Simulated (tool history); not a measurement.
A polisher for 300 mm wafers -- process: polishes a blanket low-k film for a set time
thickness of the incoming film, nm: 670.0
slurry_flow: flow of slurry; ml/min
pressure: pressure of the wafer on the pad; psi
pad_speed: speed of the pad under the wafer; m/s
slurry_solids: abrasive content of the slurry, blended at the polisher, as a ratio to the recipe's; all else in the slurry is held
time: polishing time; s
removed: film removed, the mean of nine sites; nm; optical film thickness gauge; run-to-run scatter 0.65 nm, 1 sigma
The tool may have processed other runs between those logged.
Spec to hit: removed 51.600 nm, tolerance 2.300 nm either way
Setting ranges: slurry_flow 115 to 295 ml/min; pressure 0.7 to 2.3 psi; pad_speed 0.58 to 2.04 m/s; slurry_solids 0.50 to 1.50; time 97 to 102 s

{"run": 1, "hour": 0.0, "slurry_flow": 190, "pressure": 1.5, "pad_speed": 1.3, "slurry_solids": 1.0, "time": 97, "removed": 35.316}
{"run": 2, "hour": 3.2, "slurry_flow": 160, "pressure": 1.5, "pad_speed": 1.3, "slurry_solids": 1.0, "time": 97, "removed": 34.38}
{"run": 3, "hour": 9.7, "slurry_flow": 160, "pressure": 1.5, "pad_speed": 1.3, "slurry_solids": 1.0, "time": 102, "removed": 36.519}
{"run": 4, "hour": 11.8, "slurry_flow": 165, "pressure": 1.6, "pad_speed": 1.3, "slurry_solids": 1.0, "time": 102, "removed": 38.309}
{"run": 5, "hour": 19.4, "slurry_flow": 165, "pressure": 1.7, "pad_speed": 1.3, "slurry_solids": 1.0, "time": 102, "removed": 40.778}
{"run": 6, "hour": 25.7, "slurry_flow": 165, "pressure": 1.8, "pad_speed": 1.3, "slurry_solids": 1.0, "time": 102, "removed": 43.14}
{"run": 7, "hour": 33.2, "slurry_flow": 165, "pressure": 1.9, "pad_speed": 1.3, "slurry_solids": 1.0, "time": 102, "removed": 45.736}
{"run": 8, "hour": 37.4, "slurry_flow": 170, "pressure": 2.0, "pad_speed": 1.3, "slurry_solids": 1.0, "time": 102, "removed": 47.698}

Exercise: of the 5 proposed moves below, exactly one satisfies all targets within the stated allowed misses. Which move is it?
{"run": "A", "hour": 41.6, "slurry_flow": 175, "pressure": 2.1, "pad_speed": 1.34, "slurry_solids": 0.85, "time": 102, "removed": "?"}
{"run": "B", "hour": 41.6, "slurry_flow": 135, "pressure": 2.0, "pad_speed": 1.48, "slurry_solids": 1.0, "time": 102, "removed": "?"}
{"run": "C", "hour": 41.6, "slurry_flow": 165, "pressure": 2.0, "pad_speed": 1.08, "slurry_solids": 1.1, "time": 97, "removed": "?"}
{"run": "D", "hour": 41.6, "slurry_flow": 140, "pressure": 2.0, "pad_speed": 1.22, "slurry_solids": 0.95, "time": 97, "removed": "?"}
{"run": "E", "hour": 41.6, "slurry_flow": 175, "pressure": 2.0, "pad_speed": 1.12, "slurry_solids": 1.05, "time": 98, "removed": "?"}

move=A removed=45.928
move=B removed=50.051
move=C removed=42.036
move=D removed=41.081
move=E removed=42.623
A: its largest miss is bigger than the last run's
B: hits every target within its allowed miss
C: its largest miss is bigger than the last run's
D: its largest miss is bigger than the last run's
E: its largest miss is bigger than the last run's
Correct choice: B, which meets every target
